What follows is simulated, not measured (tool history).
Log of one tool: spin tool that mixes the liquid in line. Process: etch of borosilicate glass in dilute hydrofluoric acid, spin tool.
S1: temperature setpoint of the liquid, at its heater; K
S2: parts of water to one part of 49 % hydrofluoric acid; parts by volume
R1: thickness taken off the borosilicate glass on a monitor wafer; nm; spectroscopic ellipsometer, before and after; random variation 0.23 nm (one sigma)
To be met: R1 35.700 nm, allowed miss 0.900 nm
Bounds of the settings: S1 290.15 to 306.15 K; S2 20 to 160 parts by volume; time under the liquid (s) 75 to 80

Run 1, hour 0.0: S1 298.15 K, S2 90 parts by volume, time under the liquid (s) 75. Result: R1 16.799 nm.
Run 2, hour 3.7: S1 299.65 K, S2 85 parts by volume, time under the liquid (s) 75. Result: R1 18.894 nm.
Run 3, hour 8.6: S1 299.65 K, S2 100 parts by volume, time under the liquid (s) 75. Result: R1 15.816 nm.
Run 4, hour 14.5: S1 300.65 K, S2 90 parts by volume, time under the liquid (s) 75. Result: R1 18.526 nm.
Run 5, hour 19.7: S1 301.65 K, S2 85 parts by volume, time under the liquid (s) 75. Result: R1 20.456 nm.
Run 6, hour 23.1: S1 301.65 K, S2 85 parts by volume, time under the liquid (s) 75. Result: R1 20.782 nm.
Run 7, hour 29.7: S1 302.65 K, S2 80 parts by volume, time under the liquid (s) 75. Result: R1 22.808 nm.
Run 8, hour 35.2: S1 303.15 K, S2 75 parts by volume, time under the liquid (s) 75. Result: R1 25.169 nm.
Run 9, hour 37.5: S1 303.65 K, S2 70 parts by volume, time under the liquid (s) 75. Result: R1 27.539 nm.
Run 10, hour 46.2: S1 304.15 K, S2 70 parts by volume, time under the liquid (s) 75. Result: R1 27.799 nm.
Run 11, hour 52.6: S1 304.65 K, S2 65 parts by volume, time under the liquid (s) 75. Result: R1 30.978 nm.

5 next moves are on the table. One of them brings every result within its allowed miss. Which?
Run A, hour 59.0: S1 305.15 K, S2 55 parts by volume, time under the liquid (s) 75. Result: R1 ?.
Run B, hour 59.0: S1 304.65 K, S2 55 parts by volume, time under the liquid (s) 75. Result: R1 ?.
Run C, hour 59.0: S1 302.15 K, S2 55 parts by volume, time under the liquid (s) 80. Result: R1 ?.
Run D, hour 59.0: S1 305.15 K, S2 80 parts by volume, time under the liquid (s) 75. Result: R1 ?.
Run E, hour 59.0: S1 306.15 K, S2 60 parts by volume, time under the liquid (s) 80. Result: R1 ?.

move      R1
   A  38.025
   B  37.300
   C  36.093
   D  25.139
   E  38.317
A: takes the result that was furthest off past its target
B: takes the result that was furthest off past its target
C: meets every target
D: further off than the last run
E: takes the result that was furthest off past its target
Move C is the one to make.
